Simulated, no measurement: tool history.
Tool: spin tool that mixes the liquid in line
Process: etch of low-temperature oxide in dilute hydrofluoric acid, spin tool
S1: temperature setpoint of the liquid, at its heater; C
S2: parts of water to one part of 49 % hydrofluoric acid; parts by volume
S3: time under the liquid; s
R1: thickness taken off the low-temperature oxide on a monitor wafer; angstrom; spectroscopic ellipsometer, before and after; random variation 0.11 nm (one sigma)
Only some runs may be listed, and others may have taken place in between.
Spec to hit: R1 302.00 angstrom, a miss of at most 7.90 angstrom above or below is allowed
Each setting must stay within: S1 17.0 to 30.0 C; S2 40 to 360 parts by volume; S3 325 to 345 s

run 1 hour=0.0 | S1=22.0 S2=200 S3=325 | R1=191.63
run 2 hour=7.4 | S1=24.5 S2=190 S3=325 | R1=223.78
run 3 hour=9.3 | S1=24.5 S2=235 S3=325 | R1=173.73
run 4 hour=15.9 | S1=26.0 S2=215 S3=325 | R1=202.50
run 5 hour=24.3 | S1=27.0 S2=200 S3=325 | R1=229.80
run 6 hour=29.9 | S1=28.0 S2=190 S3=325 | R1=253.64
run 7 hour=34.7 | S1=28.5 S2=185 S3=325 | R1=266.73
run 8 hour=42.5 | S1=29.0 S2=180 S3=325 | R1=282.30
run 9 hour=43.9 | S1=29.5 S2=180 S3=325 | R1=285.68

Which one of the following 4 next-run settings gets every result inside its allowed miss? There is exactly one.
run A hour=45.3 | S1=26.0 S2=175 S3=345 | R1=?
run B hour=45.3 | S1=29.0 S2=185 S3=325 | R1=?
run C hour=45.3 | S1=29.5 S2=190 S3=345 | R1=?
run D hour=45.3 | S1=30.0 S2=185 S3=345 | R1=?

move=A R1=279.03
move=B R1=274.19
move=C R1=286.77
move=D R1=301.60
A: further off than the last run
B: further off than the last run
C: closer than the last run, but not yet in spec
D: every result within its allowed miss
Answer: D

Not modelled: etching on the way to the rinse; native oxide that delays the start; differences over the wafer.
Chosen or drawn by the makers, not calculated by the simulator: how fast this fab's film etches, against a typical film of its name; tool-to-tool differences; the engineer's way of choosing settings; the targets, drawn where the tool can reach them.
